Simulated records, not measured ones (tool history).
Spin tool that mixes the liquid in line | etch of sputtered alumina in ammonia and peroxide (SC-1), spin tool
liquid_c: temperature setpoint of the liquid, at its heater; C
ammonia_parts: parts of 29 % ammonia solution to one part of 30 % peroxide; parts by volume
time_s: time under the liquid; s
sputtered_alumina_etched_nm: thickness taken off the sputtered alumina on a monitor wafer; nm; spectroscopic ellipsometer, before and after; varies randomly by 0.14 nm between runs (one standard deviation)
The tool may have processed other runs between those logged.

| run | hour | liquid_c | ammonia_parts | time_s | sputtered_alumina_etched_nm |
|---|---|---|---|---|---|
| 1 | 0.0 | 57.0 | 0.5 | 185 | 18.343 |
| 2 | 6.6 | 50.0 | 0.5 | 185 | 12.714 |
| 3 | 8.2 | 50.0 | 0.5 | 200 | 13.764 |
| 4 | 13.7 | 47.5 | 0.5 | 200 | 11.717 |
| 5 | 17.8 | 47.5 | 0.5 | 200 | 11.921 |
| 6 | 18.4 | 48.0 | 0.5 | 200 | 12.247 |
| 7 | 22.8 | 48.5 | 0.5 | 200 | 12.457 |
| 8 | 26.9 | 49.0 | 0.5 | 200 | 12.964 |
| 9 | 30.7 | 49.5 | 0.5 | 200 | 13.385 |

Run 10, settings as shown, results not yet in. Your forecast:
| 10 | 34.8 | 50.5 | 0.5 | 200 | ? |

Run 10 produced sputtered_alumina_etched_nm 13.859 nm.
